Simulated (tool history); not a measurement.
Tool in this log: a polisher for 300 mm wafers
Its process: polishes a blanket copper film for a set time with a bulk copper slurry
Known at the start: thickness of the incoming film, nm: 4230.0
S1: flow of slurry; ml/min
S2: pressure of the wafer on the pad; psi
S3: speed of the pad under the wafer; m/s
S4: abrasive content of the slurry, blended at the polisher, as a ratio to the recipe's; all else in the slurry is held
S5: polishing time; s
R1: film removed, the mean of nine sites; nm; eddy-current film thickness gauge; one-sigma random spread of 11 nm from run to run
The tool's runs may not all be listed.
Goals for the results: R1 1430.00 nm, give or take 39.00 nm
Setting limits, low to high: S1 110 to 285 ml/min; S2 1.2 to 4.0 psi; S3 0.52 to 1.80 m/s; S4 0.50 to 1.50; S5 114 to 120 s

run  hour   S1   S2    S3    S4   S5       R1
  1   0.0  180  2.6  1.16  1.00  114  1008.40
  2   0.6  180  2.1  1.16  1.00  114   809.45
  3   2.6  185  2.3  1.16  1.00  114   896.97
  4  11.6  185  2.3  1.16  1.00  114   890.54
  5  18.4  185  2.3  1.16  0.90  114   884.59
  6  24.7  190  2.5  1.16  0.90  114   953.05
  7  26.7  195  2.6  1.16  0.90  114  1002.40
  8  35.1  200  2.7  1.16  0.90  114  1037.90
  9  41.8  200  2.8  1.16  0.90  114  1079.80
 10  45.1  200  2.9  1.16  0.90  114  1101.50
 11  49.1  200  3.0  1.16  0.90  114  1155.50
 12  50.4  200  3.1  1.16  0.90  114  1192.20
 13  52.6  205  3.2  1.16  0.90  114  1231.00
 14  54.8  205  3.3  1.16  0.90  114  1275.70
 15  57.6  210  3.3  1.16  0.90  114  1282.00
 16  58.2  215  3.5  1.16  0.90  114  1357.00

5 next moves are on the table. One of them brings every result within its allowed miss. Which?
  A  58.8  260  3.3  1.18  0.75  114   ?
  B  58.8  185  3.4  1.20  1.00  120   ?
  C  58.8  205  3.3  1.18  0.80  114   ?
  D  58.8  160  3.5  1.16  0.95  116   ?
  E  58.8  245  4.0  1.08  0.90  117   ?

move       R1
   A  1274.10
   B  1414.30
   C  1251.70
   D  1315.20
   E  1486.60
A: further off than the last run
B: in spec on every target
C: further off than the last run
D: further off than the last run
E: pushes the last run's worst result past its target
The right move is B.
